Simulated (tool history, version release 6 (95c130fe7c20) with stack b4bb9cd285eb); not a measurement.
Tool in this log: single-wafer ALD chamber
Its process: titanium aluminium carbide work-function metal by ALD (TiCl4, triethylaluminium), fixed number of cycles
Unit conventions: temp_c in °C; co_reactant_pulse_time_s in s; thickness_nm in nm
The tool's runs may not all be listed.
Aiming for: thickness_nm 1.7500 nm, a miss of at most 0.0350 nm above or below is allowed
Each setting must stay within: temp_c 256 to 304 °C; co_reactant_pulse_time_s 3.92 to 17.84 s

Run 1, day 0.000: temp_c 280 °C, co_reactant_pulse_time_s 10.88 s. Result: thickness_nm 1.9832 nm.
Run 2, day 0.150: temp_c 290 °C, co_reactant_pulse_time_s 10.88 s. Result: thickness_nm 2.0791 nm.
Run 3, day 0.367: temp_c 290 °C, co_reactant_pulse_time_s 12.41 s. Result: thickness_nm 2.1092 nm.
Run 4, day 0.654: temp_c 280 °C, co_reactant_pulse_time_s 12.41 s. Result: thickness_nm 2.0295 nm.
Run 5, day 0.975: temp_c 280 °C, co_reactant_pulse_time_s 14.24 s. Result: thickness_nm 2.0350 nm.
Run 6, day 1.021: temp_c 287 °C, co_reactant_pulse_time_s 14.24 s. Result: thickness_nm 2.1085 nm.
Run 7, day 1.342: temp_c 281 °C, co_reactant_pulse_time_s 13.03 s. Result: thickness_nm 2.0001 nm.
Run 8, day 1.608: temp_c 277 °C, co_reactant_pulse_time_s 12.69 s. Result: thickness_nm 1.9652 nm.
Run 9, day 1.883: temp_c 273 °C, co_reactant_pulse_time_s 12.34 s. Result: thickness_nm 1.9485 nm.
Run 10, day 2.017: temp_c 269 °C, co_reactant_pulse_time_s 11.34 s. Result: thickness_nm 1.9116 nm.
Run 11, day 2.217: temp_c 266 °C, co_reactant_pulse_time_s 10.04 s. Result: thickness_nm 1.8331 nm.
Run 12, day 2.450: temp_c 264 °C, co_reactant_pulse_time_s 9.85 s. Result: thickness_nm 1.8436 nm.
Run 13, day 2.508: temp_c 262 °C, co_reactant_pulse_time_s 9.32 s. Result: thickness_nm 1.7925 nm.
Run 14, day 2.862: temp_c 261 °C, co_reactant_pulse_time_s 9.22 s. Result: thickness_nm 1.7677 nm.
Run 15, day 3.171: temp_c 261 °C, co_reactant_pulse_time_s 9.18 s. Result: thickness_nm 1.7899 nm.

Consider the 4 candidate settings below. Which is the only one whose results all fall within their allowed miss of target?
Run A, day 3.479: temp_c 264 °C, co_reactant_pulse_time_s 7.53 s. Result: thickness_nm ?.
Run B, day 3.479: temp_c 263 °C, co_reactant_pulse_time_s 10.18 s. Result: thickness_nm ?.
Run C, day 3.479: temp_c 274 °C, co_reactant_pulse_time_s 6.80 s. Result: thickness_nm ?.
Run D, day 3.479: temp_c 268 °C, co_reactant_pulse_time_s 9.03 s. Result: thickness_nm ?.

move  thickness_nm
   A        1.7596
   B        1.8176
   C        1.8166
   D        1.8403
A: hits every target within its allowed miss
B: moves away from the targets compared with the last run
C: moves away from the targets compared with the last run
D: moves away from the targets compared with the last run
So the answer is move A, the one that meets all the targets.
